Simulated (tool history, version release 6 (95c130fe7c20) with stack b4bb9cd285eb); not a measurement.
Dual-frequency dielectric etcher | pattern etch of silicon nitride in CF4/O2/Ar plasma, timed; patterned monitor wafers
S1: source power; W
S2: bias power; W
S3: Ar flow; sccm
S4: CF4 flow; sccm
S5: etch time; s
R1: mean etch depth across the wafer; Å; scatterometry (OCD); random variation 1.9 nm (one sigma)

run 1 hour=0 | S1=440 S2=63 S3=102 S4=117 S5=336 | R1=6316.7
run 2 hour=2.8 | S1=440 S2=63 S3=102 S4=126 S5=336 | R1=6329.6
run 3 hour=9 | S1=440 S2=63 S3=102 S4=126 S5=307 | R1=5788.1
run 4 hour=17.5 | S1=440 S2=63 S3=102 S4=126 S5=336 | R1=6354
run 5 hour=25.6 | S1=440 S2=71 S3=102 S4=126 S5=336 | R1=6470.8
run 6 hour=28.4 | S1=390 S2=64 S3=107 S4=125 S5=333.5 | R1=5521.1
run 7 hour=35.6 | S1=360 S2=63 S3=107 S4=125 S5=333.5 | R1=5064.7
run 8 hour=41.7 | S1=270 S2=62 S3=107 S4=125 S5=333.5 | R1=3591.8
run 9 hour=48.8 | S1=280 S2=62 S3=107 S4=125 S5=333.5 | R1=3749.7

The next listed run, before its measurement:
run 10 hour=50.9 | S1=290 S2=62 S3=107 S4=125 S5=333.5 | R1=?

Run 10 gave R1 3893.6 Å.
